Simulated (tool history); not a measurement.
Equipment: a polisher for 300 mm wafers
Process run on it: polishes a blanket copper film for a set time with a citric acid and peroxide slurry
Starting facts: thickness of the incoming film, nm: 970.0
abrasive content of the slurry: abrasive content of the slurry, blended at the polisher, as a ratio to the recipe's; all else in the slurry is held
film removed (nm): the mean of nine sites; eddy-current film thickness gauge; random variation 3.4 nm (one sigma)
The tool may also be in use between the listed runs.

| run | day | flow of slurry (ml/min) | pressure of the wafer on the pad (kPa) | speed of the pad under the wafer (cm/s) | abrasive content of the slurry | polishing time (s) | film removed (nm) |
|---|---|---|---|---|---|---|---|
| 1 | 0.000 | 135 | 26.9 | 110 | 1.0 | 102 | 390.84 |
| 2 | 0.075 | 135 | 26.9 | 134 | 1.0 | 102 | 468.12 |
| 3 | 0.242 | 135 | 23.4 | 134 | 1.0 | 102 | 410.98 |
| 4 | 0.321 | 135 | 21.4 | 134 | 1.0 | 102 | 366.29 |
| 5 | 0.521 | 135 | 20.0 | 134 | 1.0 | 102 | 347.35 |
| 6 | 0.558 | 135 | 20.0 | 134 | 1.2 | 102 | 359.74 |

Estimate the outcome of run 7 from the log above:
| 7 | 0.829 | 135 | 18.6 | 134 | 1.2 | 102 | ? |

film removed (nm): 351.44
